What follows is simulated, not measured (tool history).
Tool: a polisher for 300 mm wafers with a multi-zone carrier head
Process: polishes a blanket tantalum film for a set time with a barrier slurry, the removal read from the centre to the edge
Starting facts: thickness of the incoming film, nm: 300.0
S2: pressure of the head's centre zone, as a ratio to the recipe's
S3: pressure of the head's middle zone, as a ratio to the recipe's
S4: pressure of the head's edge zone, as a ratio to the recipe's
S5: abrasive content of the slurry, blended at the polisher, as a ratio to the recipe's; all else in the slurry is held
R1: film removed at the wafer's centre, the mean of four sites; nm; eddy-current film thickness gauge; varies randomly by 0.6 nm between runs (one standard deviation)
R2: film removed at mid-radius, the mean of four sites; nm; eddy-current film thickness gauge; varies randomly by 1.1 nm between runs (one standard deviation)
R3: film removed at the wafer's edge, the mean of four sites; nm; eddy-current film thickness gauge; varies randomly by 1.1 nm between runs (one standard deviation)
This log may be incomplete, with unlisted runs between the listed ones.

run 1 hour=0.0 | flow_of_slurry_(ml/min)=280 S2=1.00 S3=1.00 S4=1.00 S5=1.00 polishing_time_(s)=57 | R1=88.521 R2=95.229 R3=91.624
run 2 hour=5.5 | flow_of_slurry_(ml/min)=280 S2=1.00 S3=1.00 S4=1.00 S5=1.20 polishing_time_(s)=57 | R1=95.869 R2=99.090 R3=95.743
run 3 hour=8.8 | flow_of_slurry_(ml/min)=280 S2=1.00 S3=0.96 S4=1.00 S5=1.20 polishing_time_(s)=57 | R1=94.030 R2=98.343 R3=94.981
run 4 hour=11.0 | flow_of_slurry_(ml/min)=280 S2=1.00 S3=0.88 S4=1.00 S5=1.20 polishing_time_(s)=57 | R1=93.196 R2=88.476 R3=96.960
run 5 hour=18.8 | flow_of_slurry_(ml/min)=275 S2=0.96 S3=0.90 S4=0.97 S5=1.15 polishing_time_(s)=57 | R1=89.553 R2=89.531 R3=96.010
run 6 hour=27.6 | flow_of_slurry_(ml/min)=275 S2=0.88 S3=0.90 S4=0.97 S5=1.15 polishing_time_(s)=57 | R1=83.531 R2=90.388 R3=95.089

What will run 7 give?
run 7 hour=31.1 | flow_of_slurry_(ml/min)=275 S2=0.86 S3=0.93 S4=0.96 S5=1.10 polishing_time_(s)=57 | R1=? R2=? R3=?

{"run 7": {"R1": 80.75, "R2": 90.438, "R3": 91.426}}
